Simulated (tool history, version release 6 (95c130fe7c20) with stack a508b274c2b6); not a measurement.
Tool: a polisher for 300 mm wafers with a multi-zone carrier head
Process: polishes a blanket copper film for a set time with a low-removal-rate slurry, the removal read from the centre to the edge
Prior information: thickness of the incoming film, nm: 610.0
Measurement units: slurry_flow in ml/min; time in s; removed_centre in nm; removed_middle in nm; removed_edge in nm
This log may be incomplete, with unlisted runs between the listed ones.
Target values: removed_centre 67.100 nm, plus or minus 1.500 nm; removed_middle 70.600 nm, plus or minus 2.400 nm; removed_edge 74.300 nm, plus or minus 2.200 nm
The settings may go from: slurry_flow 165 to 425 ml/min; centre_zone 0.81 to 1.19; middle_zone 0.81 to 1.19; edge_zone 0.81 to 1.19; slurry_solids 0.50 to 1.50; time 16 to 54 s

run,hour,slurry_flow,centre_zone,middle_zone,edge_zone,slurry_solids,time,removed_centre,removed_middle,removed_edge
1,0.0,275,1.00,1.00,1.00,1.00,35,72.807,73.447,75.213
2,6.8,275,1.00,1.00,1.00,0.85,35,70.715,71.345,71.659
3,10.6,275,1.00,1.00,1.00,0.95,35,71.986,71.774,74.897
4,15.4,275,1.00,0.94,1.00,0.95,35,72.245,68.601,75.150
5,22.5,210,1.00,0.94,1.00,0.95,35,70.756,68.015,73.803
6,31.1,205,0.99,0.95,1.00,0.95,35,69.057,66.076,72.035
7,31.7,205,0.99,0.95,1.00,0.95,35,69.615,66.917,72.772
8,38.3,205,0.98,0.96,1.01,0.95,35,68.970,68.086,73.742

Next run, 5 choices. One meets every target within its allowed miss, the rest don't. Which?
A,44.9,245,0.94,0.99,1.01,1.05,34,?,?,?
B,44.9,270,1.03,1.00,1.14,0.90,34,?,?,?
C,44.9,205,1.00,0.97,0.99,0.95,36,?,?,?
D,44.9,205,0.96,0.91,0.98,1.10,34,?,?,?
E,44.9,250,0.97,0.90,1.01,0.95,36,?,?,?

move,removed_centre,removed_middle,removed_edge
A,66.420,69.947,72.941
B,71.510,69.129,75.390
C,71.647,69.854,73.888
D,66.807,64.429,71.559
E,71.317,67.271,75.955
A: each result inside its tolerance
B: moves away from the targets compared with the last run
C: moves away from the targets compared with the last run
D: the worst result of the last run now meets its target, but another is out of spec
E: moves away from the targets compared with the last run
The right move is A.
